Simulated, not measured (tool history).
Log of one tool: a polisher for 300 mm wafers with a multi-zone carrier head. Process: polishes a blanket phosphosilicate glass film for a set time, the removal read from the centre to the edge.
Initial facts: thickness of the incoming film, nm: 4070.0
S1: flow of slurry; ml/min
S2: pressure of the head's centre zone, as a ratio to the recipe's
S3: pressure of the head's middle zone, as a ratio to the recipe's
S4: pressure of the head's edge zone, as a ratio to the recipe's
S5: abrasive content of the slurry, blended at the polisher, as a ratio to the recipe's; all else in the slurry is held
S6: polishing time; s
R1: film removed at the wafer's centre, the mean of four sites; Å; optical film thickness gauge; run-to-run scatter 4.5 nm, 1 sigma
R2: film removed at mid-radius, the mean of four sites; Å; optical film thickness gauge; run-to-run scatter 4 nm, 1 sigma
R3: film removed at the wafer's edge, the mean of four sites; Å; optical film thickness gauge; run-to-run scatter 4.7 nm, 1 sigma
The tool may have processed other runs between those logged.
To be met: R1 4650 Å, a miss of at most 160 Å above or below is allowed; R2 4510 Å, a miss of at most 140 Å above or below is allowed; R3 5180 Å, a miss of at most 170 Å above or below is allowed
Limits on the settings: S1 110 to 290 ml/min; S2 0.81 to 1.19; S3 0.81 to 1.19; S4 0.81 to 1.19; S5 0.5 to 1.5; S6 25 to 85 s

Run 1, hour 0: S1 185 ml/min, S2 1, S3 1, S4 1, S5 1, S6 55 s. Result: R1 7914.5 Å, R2 7785.3 Å, R3 7788.2 Å.
Run 2, hour 0.6: S1 185 ml/min, S2 1, S3 0.93, S4 1, S5 1, S6 55 s. Result: R1 7887.8 Å, R2 7316.6 Å, R3 7746.7 Å.
Run 3, hour 3.3: S1 185 ml/min, S2 1, S3 0.93, S4 1, S5 1, S6 44 s. Result: R1 6264.4 Å, R2 5779.4 Å, R3 6486.9 Å.
Run 4, hour 11: S1 175 ml/min, S2 0.97, S3 0.9, S4 0.96, S5 0.9, S6 44 s. Result: R1 5673.5 Å, R2 5250.3 Å, R3 5788.4 Å.
Run 5, hour 15: S1 160 ml/min, S2 0.94, S3 0.88, S4 0.95, S5 0.9, S6 44 s. Result: R1 5486.7 Å, R2 5182.4 Å, R3 5657.5 Å.
Run 6, hour 19.9: S1 160 ml/min, S2 0.94, S3 0.88, S4 0.92, S5 0.9, S6 44 s. Result: R1 5515.3 Å, R2 5127.4 Å, R3 5580.7 Å.
Run 7, hour 21.3: S1 155 ml/min, S2 0.92, S3 0.86, S4 0.93, S5 0.85, S6 44 s. Result: R1 5170.9 Å, R2 4730.2 Å, R3 5501.6 Å.
Run 8, hour 23.8: S1 150 ml/min, S2 0.9, S3 0.86, S4 0.92, S5 0.85, S6 44 s. Result: R1 5061.9 Å, R2 4720.3 Å, R3 5315.2 Å.
Run 9, hour 25.6: S1 145 ml/min, S2 0.88, S3 0.86, S4 0.93, S5 0.85, S6 44 s. Result: R1 4997.4 Å, R2 4689.7 Å, R3 5302.9 Å.
Run 10, hour 26.7: S1 140 ml/min, S2 0.86, S3 0.86, S4 0.94, S5 0.85, S6 44 s. Result: R1 4899.4 Å, R2 4697.3 Å, R3 5359.6 Å.
Run 11, hour 34.5: S1 135 ml/min, S2 0.85, S3 0.86, S4 0.93, S5 0.85, S6 44 s. Result: R1 4750 Å, R2 4668.9 Å, R3 5307 Å.

Below are 5 possible settings for the next run. Only one of them brings all results inside the allowed miss of their targets. Which is it?
Run A, hour 42.3: S1 115 ml/min, S2 0.85, S3 0.81, S4 0.97, S5 1.1, S6 40 s. Result: R1 ?, R2 ?, R3 ?.
Run B, hour 42.3: S1 125 ml/min, S2 0.92, S3 0.87, S4 0.81, S5 0.7, S6 52 s. Result: R1 ?, R2 ?, R3 ?.
Run C, hour 42.3: S1 135 ml/min, S2 0.84, S3 0.89, S4 0.93, S5 0.85, S6 44 s. Result: R1 ?, R2 ?, R3 ?.
Run D, hour 42.3: S1 205 ml/min, S2 0.89, S3 0.95, S4 0.96, S5 0.7, S6 45 s. Result: R1 ?, R2 ?, R3 ?.
Run E, hour 42.3: S1 180 ml/min, S2 0.83, S3 0.84, S4 0.94, S5 1.05, S6 36 s. Result: R1 ?, R2 ?, R3 ?.

move      R1      R2      R3
   A  4852.4  4537.4  5521.2
   B  5097.9  4766.9  5001.3
   C    4767  4826.1  5257.1
   D  4807.1  4887.3  5006.3
   E  4683.3  4527.2  5118.5
A: the furthest-off result lands on target, but another misses its tolerance
B: the biggest miss grows against the last run
C: the biggest miss grows against the last run
D: the biggest miss grows against the last run
E: every result lands within tolerance
Answer: E

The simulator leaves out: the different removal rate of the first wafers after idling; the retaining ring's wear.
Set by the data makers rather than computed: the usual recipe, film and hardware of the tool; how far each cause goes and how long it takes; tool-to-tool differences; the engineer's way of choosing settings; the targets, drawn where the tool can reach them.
